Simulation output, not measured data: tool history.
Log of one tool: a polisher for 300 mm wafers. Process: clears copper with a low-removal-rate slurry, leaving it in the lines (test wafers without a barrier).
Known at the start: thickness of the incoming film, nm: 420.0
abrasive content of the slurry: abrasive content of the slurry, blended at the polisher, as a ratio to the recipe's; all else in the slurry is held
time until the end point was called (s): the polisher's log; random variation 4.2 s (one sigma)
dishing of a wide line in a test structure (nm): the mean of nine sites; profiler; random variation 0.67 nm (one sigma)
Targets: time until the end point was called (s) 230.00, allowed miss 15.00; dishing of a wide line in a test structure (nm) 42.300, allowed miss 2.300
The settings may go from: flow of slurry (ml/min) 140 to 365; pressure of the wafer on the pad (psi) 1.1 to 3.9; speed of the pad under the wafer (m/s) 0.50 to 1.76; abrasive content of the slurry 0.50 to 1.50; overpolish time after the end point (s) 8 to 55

run,hour,flow of slurry (ml/min),pressure of the wafer on the pad (psi),speed of the pad under the wafer (m/s),abrasive content of the slurry,overpolish time after the end point (s),time until the end point was called (s),dishing of a wide line in a test structure (nm)
1,0.0,235,2.5,1.12,1.00,28,161.11,44.950
2,6.6,235,2.3,1.12,1.00,30,174.55,44.323
3,11.9,235,2.3,1.12,0.90,30,176.80,42.173
4,17.6,275,2.3,1.12,0.90,30,174.83,42.611
5,24.8,275,2.1,1.10,0.95,32,190.43,42.491
6,26.5,300,2.1,1.10,0.95,32,186.17,42.731
7,31.8,300,2.0,1.10,0.95,33,194.95,41.733
8,34.0,300,1.9,1.10,0.95,34,198.99,40.570

Which of these 5 next moves meets every target?
A,36.2,280,1.8,1.10,0.85,30,?,?
B,36.2,365,1.6,1.08,1.15,40,?,?
C,36.2,280,1.6,1.30,0.95,32,?,?
D,36.2,310,1.7,1.60,1.05,26,?,?
E,36.2,250,1.7,1.40,1.00,31,?,?

move,time until the end point was called (s),dishing of a wide line in a test structure (nm)
A,222.14,34.865
B,226.26,42.827
C,214.18,37.550
D,166.88,38.991
E,191.09,40.256
A: brings the result that was furthest off to its target, and leaves another outside
B: meets every target
C: as far off as the last run
D: further off than the last run
E: further off than the last run
Move B is the one to make.
